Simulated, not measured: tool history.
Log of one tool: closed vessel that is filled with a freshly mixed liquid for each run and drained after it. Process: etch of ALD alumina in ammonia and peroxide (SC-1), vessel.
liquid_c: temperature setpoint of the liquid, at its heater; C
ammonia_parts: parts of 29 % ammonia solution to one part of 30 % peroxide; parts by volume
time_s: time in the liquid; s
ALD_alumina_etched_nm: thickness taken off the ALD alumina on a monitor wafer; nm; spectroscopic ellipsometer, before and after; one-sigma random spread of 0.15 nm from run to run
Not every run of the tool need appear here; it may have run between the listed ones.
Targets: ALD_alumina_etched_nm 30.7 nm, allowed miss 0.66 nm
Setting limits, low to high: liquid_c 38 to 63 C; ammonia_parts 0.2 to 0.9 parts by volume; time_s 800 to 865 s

Run 1, hour 0: liquid_c 47 C, ammonia_parts 0.5 parts by volume, time_s 800 s. Result: ALD_alumina_etched_nm 52.999 nm.
Run 2, hour 8.4: liquid_c 47 C, ammonia_parts 0.5 parts by volume, time_s 800 s. Result: ALD_alumina_etched_nm 52.58 nm.
Run 3, hour 15.4: liquid_c 46 C, ammonia_parts 0.5 parts by volume, time_s 800 s. Result: ALD_alumina_etched_nm 50.06 nm.
Run 4, hour 19.2: liquid_c 46 C, ammonia_parts 0.45 parts by volume, time_s 800 s. Result: ALD_alumina_etched_nm 49.608 nm.
Run 5, hour 22.2: liquid_c 41 C, ammonia_parts 0.45 parts by volume, time_s 800 s. Result: ALD_alumina_etched_nm 37.353 nm.
Run 6, hour 30.4: liquid_c 46.5 C, ammonia_parts 0.45 parts by volume, time_s 800 s. Result: ALD_alumina_etched_nm 50.792 nm.
Run 7, hour 37.4: liquid_c 45.5 C, ammonia_parts 0.45 parts by volume, time_s 800 s. Result: ALD_alumina_etched_nm 47.782 nm.
Run 8, hour 43.9: liquid_c 44.5 C, ammonia_parts 0.45 parts by volume, time_s 800 s. Result: ALD_alumina_etched_nm 45.198 nm.
Run 9, hour 52.7: liquid_c 44 C, ammonia_parts 0.45 parts by volume, time_s 800 s. Result: ALD_alumina_etched_nm 44.343 nm.
Run 10, hour 54.2: liquid_c 43.5 C, ammonia_parts 0.45 parts by volume, time_s 800 s. Result: ALD_alumina_etched_nm 42.778 nm.
Run 11, hour 60.1: liquid_c 43 C, ammonia_parts 0.45 parts by volume, time_s 800 s. Result: ALD_alumina_etched_nm 41.591 nm.
Run 12, hour 62.4: liquid_c 38 C, ammonia_parts 0.3 parts by volume, time_s 800 s. Result: ALD_alumina_etched_nm 29.944 nm.

5 candidate next runs follow, results not yet known. Just one meets every target within its allowed miss. Identify it.
Run A, hour 64.7: liquid_c 39 C, ammonia_parts 0.3 parts by volume, time_s 815 s. Result: ALD_alumina_etched_nm ?.
Run B, hour 64.7: liquid_c 39 C, ammonia_parts 0.2 parts by volume, time_s 810 s. Result: ALD_alumina_etched_nm ?.
Run C, hour 64.7: liquid_c 38 C, ammonia_parts 0.4 parts by volume, time_s 855 s. Result: ALD_alumina_etched_nm ?.
Run D, hour 64.7: liquid_c 39 C, ammonia_parts 0.4 parts by volume, time_s 800 s. Result: ALD_alumina_etched_nm ?.
Run E, hour 64.7: liquid_c 40 C, ammonia_parts 0.2 parts by volume, time_s 800 s. Result: ALD_alumina_etched_nm ?.

move  ALD_alumina_etched_nm
   A                 32.282
   B                  30.86
   C                 32.814
   D                 32.573
   E                 32.322
A: takes the result that was furthest off past its target
B: every result lands within tolerance
C: takes the result that was furthest off past its target
D: takes the result that was furthest off past its target
E: takes the result that was furthest off past its target
The move that meets every target is B.

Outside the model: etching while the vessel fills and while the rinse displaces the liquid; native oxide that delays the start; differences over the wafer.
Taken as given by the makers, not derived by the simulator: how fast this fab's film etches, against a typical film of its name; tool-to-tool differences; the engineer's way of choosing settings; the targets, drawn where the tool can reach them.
